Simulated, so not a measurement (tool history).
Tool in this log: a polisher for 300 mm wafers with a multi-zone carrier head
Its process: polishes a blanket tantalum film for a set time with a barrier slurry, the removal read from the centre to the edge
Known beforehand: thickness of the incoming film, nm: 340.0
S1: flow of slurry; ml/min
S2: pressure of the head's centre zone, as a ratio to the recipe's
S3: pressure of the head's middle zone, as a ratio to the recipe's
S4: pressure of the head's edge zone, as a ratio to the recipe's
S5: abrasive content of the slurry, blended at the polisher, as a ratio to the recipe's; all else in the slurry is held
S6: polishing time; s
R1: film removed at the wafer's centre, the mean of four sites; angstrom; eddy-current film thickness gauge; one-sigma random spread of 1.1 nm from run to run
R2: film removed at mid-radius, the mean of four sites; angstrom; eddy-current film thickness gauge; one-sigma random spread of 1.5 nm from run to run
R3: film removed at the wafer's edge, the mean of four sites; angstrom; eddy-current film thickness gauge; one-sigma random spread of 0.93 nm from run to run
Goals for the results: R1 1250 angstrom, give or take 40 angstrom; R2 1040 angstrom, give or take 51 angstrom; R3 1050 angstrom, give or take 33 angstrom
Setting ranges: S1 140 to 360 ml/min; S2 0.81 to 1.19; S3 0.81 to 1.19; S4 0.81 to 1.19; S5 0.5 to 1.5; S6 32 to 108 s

{"run": 1, "hour": 0.0, "S1": 230, "S2": 1, "S3": 1, "S4": 1, "S5": 1, "S6": 70, "R1": 1251.4, "R2": 1310.4, "R3": 1271.5}
{"run": 2, "hour": 2.5, "S1": 230, "S2": 0.93, "S3": 1, "S4": 1, "S5": 1, "S6": 70, "R1": 1155.6, "R2": 1308.8, "R3": 1293.7}
{"run": 3, "hour": 9.6, "S1": 230, "S2": 0.93, "S3": 1, "S4": 1, "S5": 1, "S6": 56, "R1": 941.91, "R2": 1025.2, "R3": 1027.3}
{"run": 4, "hour": 15.7, "S1": 230, "S2": 0.87, "S3": 1, "S4": 1, "S5": 1, "S6": 56, "R1": 865.17, "R2": 1059.7, "R3": 1014.4}
{"run": 5, "hour": 19.4, "S1": 230, "S2": 0.87, "S3": 1, "S4": 1.06, "S5": 1, "S6": 56, "R1": 877.07, "R2": 1033.3, "R3": 1053.3}
{"run": 6, "hour": 23.6, "S1": 235, "S2": 0.9, "S3": 1, "S4": 1.05, "S5": 1, "S6": 56, "R1": 898.51, "R2": 1025.9, "R3": 1061.5}
{"run": 7, "hour": 25.2, "S1": 235, "S2": 0.93, "S3": 1, "S4": 1.04, "S5": 1, "S6": 56, "R1": 957.77, "R2": 1029.5, "R3": 1056.4}
{"run": 8, "hour": 30.8, "S1": 245, "S2": 0.95, "S3": 1, "S4": 1.03, "S5": 1, "S6": 56, "R1": 963.57, "R2": 1056.8, "R3": 1038.5}
{"run": 9, "hour": 33.5, "S1": 245, "S2": 0.97, "S3": 1, "S4": 1.03, "S5": 1, "S6": 56, "R1": 979.35, "R2": 1050.5, "R3": 1058.3}
{"run": 10, "hour": 42.2, "S1": 245, "S2": 0.99, "S3": 1, "S4": 1.02, "S5": 1, "S6": 56, "R1": 1016.5, "R2": 1063.6, "R3": 1046.1}
{"run": 11, "hour": 49.9, "S1": 300, "S2": 1.09, "S3": 0.91, "S4": 1.02, "S5": 1, "S6": 56, "R1": 1125.5, "R2": 1009.6, "R3": 1059.3}
{"run": 12, "hour": 55.2, "S1": 300, "S2": 1.1, "S3": 0.91, "S4": 1.02, "S5": 1, "S6": 56, "R1": 1131.9, "R2": 1001.9, "R3": 1075.4}
{"run": 13, "hour": 60.4, "S1": 300, "S2": 1.11, "S3": 0.91, "S4": 1.01, "S5": 1, "S6": 56, "R1": 1151.9, "R2": 1011.4, "R3": 1038}
{"run": 14, "hour": 67.9, "S1": 300, "S2": 1.12, "S3": 0.91, "S4": 1.01, "S5": 1, "S6": 56, "R1": 1169.1, "R2": 1005.7, "R3": 1065.5}
{"run": 15, "hour": 71.0, "S1": 300, "S2": 1.13, "S3": 0.91, "S4": 1.01, "S5": 1, "S6": 56, "R1": 1186.4, "R2": 983.83, "R3": 1049.1}
{"run": 16, "hour": 72.1, "S1": 305, "S2": 1.13, "S3": 0.92, "S4": 1.01, "S5": 1, "S6": 56, "R1": 1169.7, "R2": 1008.1, "R3": 1062.5}
{"run": 17, "hour": 78.0, "S1": 305, "S2": 1.14, "S3": 0.92, "S4": 1, "S5": 1, "S6": 56, "R1": 1189.5, "R2": 1002.2, "R3": 1062.4}

Which of these 4 next moves meets every target?
{"run": "A", "hour": 83.9, "S1": 360, "S2": 1.17, "S3": 0.86, "S4": 0.97, "S5": 0.9, "S6": 56, "R1": "?", "R2": "?", "R3": "?"}
{"run": "B", "hour": 83.9, "S1": 315, "S2": 1.09, "S3": 0.98, "S4": 1.02, "S5": 0.95, "S6": 58, "R1": "?", "R2": "?", "R3": "?"}
{"run": "C", "hour": 83.9, "S1": 255, "S2": 1.19, "S3": 0.97, "S4": 1, "S5": 1.05, "S6": 57, "R1": "?", "R2": "?", "R3": "?"}
{"run": "D", "hour": 83.9, "S1": 305, "S2": 1.07, "S3": 0.92, "S4": 1.06, "S5": 0.95, "S6": 54, "R1": "?", "R2": "?", "R3": "?"}

move=A R1=1215.8 R2=976 R3=1019.3
move=B R1=1171.3 R2=1094.4 R3=1082.8
move=C R1=1252.9 R2=1066.8 R3=1058.1
move=D R1=1066.5 R2=977.11 R3=1025.6
A: the worst result of the last run now meets its target, but another is out of spec
B: further off than the last run
C: meets every target
D: further off than the last run
So the answer is move C, the one that meets all the targets.

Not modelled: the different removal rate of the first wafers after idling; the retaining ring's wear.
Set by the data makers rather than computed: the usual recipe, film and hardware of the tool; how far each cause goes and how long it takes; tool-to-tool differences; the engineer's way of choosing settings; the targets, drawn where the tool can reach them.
